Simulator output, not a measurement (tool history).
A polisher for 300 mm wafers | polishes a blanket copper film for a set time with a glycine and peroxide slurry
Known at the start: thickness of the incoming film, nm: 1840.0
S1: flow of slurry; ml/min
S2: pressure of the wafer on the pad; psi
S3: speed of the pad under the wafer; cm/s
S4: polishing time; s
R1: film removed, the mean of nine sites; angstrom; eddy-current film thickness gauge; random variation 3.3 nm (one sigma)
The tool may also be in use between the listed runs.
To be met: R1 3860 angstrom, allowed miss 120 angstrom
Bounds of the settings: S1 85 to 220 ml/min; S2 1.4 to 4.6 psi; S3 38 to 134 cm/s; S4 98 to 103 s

| run | day | S1 | S2 | S3 | S4 | R1 |
|---|---|---|---|---|---|---|
| 1 | 0 | 140 | 3 | 86 | 98 | 4737.1 |
| 2 | 0.108 | 140 | 3 | 86 | 98 | 4666.5 |
| 3 | 0.383 | 155 | 3 | 86 | 98 | 4849.4 |
| 4 | 0.638 | 150 | 2.9 | 86 | 98 | 4634.3 |
| 5 | 0.838 | 150 | 3.4 | 86 | 98 | 5173.9 |
| 6 | 1.158 | 150 | 3.4 | 74 | 98 | 4548.7 |
| 7 | 1.362 | 145 | 3.3 | 74 | 98 | 4452.6 |
| 8 | 1.558 | 140 | 3.2 | 74 | 98 | 4354.1 |
| 9 | 1.846 | 140 | 3.1 | 74 | 98 | 4233.5 |
| 10 | 2.096 | 135 | 3.1 | 74 | 98 | 4242.4 |
| 11 | 2.354 | 135 | 3 | 74 | 98 | 4151.7 |

Which of these 5 next moves meets every target?
| A | 2.612 | 140 | 3.1 | 72 | 98 | ? |
| B | 2.612 | 90 | 2.9 | 66 | 103 | ? |
| C | 2.612 | 155 | 2.8 | 72 | 101 | ? |
| D | 2.612 | 125 | 3.2 | 66 | 98 | ? |
| E | 2.612 | 135 | 3.1 | 72 | 98 | ? |

| move | R1 |
|---|---|
| A | 4113.3 |
| B | 3451.4 |
| C | 4059.7 |
| D | 3824.2 |
| E | 4082.3 |
A: nearer than the last run, and not there yet
B: takes the result that was furthest off past its target
C: nearer than the last run, and not there yet
D: meets every target
E: nearer than the last run, and not there yet
The right move is D.
